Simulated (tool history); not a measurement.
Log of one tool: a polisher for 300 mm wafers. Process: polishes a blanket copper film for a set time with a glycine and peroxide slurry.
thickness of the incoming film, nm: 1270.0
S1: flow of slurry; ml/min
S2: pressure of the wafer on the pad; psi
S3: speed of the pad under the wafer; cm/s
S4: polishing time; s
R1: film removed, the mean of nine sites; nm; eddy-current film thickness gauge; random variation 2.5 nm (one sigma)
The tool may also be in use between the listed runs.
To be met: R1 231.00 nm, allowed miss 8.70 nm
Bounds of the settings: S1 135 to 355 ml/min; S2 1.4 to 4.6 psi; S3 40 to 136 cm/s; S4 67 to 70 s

run,hour,S1,S2,S3,S4,R1
1,0.0,225,3.0,88,67,365.98
2,5.6,265,3.0,88,67,368.00
3,6.9,265,2.5,86,67,317.94
4,7.5,265,2.5,70,67,273.52
5,9.6,265,3.0,70,67,313.98
6,12.7,265,2.5,70,67,272.71
7,15.0,265,2.3,70,67,259.82
8,17.5,265,2.2,70,67,244.28

Which of these 5 next moves meets every target?
A,20.0,260,2.8,50,67,?
B,20.0,335,3.0,52,67,?
C,20.0,265,1.5,84,67,?
D,20.0,335,1.9,66,67,?
E,20.0,305,2.2,72,68,?

move,R1
A,230.82
B,255.48
C,215.04
D,219.16
E,260.04
A: meets every target
B: further off than the last run
C: takes the result that was furthest off past its target
D: takes the result that was furthest off past its target
E: further off than the last run
The right move is A.
